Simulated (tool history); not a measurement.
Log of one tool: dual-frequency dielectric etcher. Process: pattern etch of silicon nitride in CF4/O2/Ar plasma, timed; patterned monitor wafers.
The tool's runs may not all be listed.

run,hour,source power (kW),bias power (kW),Ar flow (sccm),CF4 flow (sccm),etch time (s),mean etch depth across the wafer (angstrom)
1,0.0,0.490,0.055,107,121,12,246.42
2,8.9,0.460,0.053,108,120,12,225.36
3,15.0,0.460,0.058,108,120,12,233.53
4,21.7,0.530,0.058,108,120,12,271.40
5,29.2,0.530,0.058,108,120,12,271.17
6,35.6,0.530,0.058,120,120,12,270.36
7,41.7,0.530,0.058,120,120,12,268.56
8,42.5,0.500,0.057,120,120,12,249.31

Forecast run 9:
9,47.8,0.400,0.050,123,117,12,?

mean etch depth across the wafer (angstrom): 184.99

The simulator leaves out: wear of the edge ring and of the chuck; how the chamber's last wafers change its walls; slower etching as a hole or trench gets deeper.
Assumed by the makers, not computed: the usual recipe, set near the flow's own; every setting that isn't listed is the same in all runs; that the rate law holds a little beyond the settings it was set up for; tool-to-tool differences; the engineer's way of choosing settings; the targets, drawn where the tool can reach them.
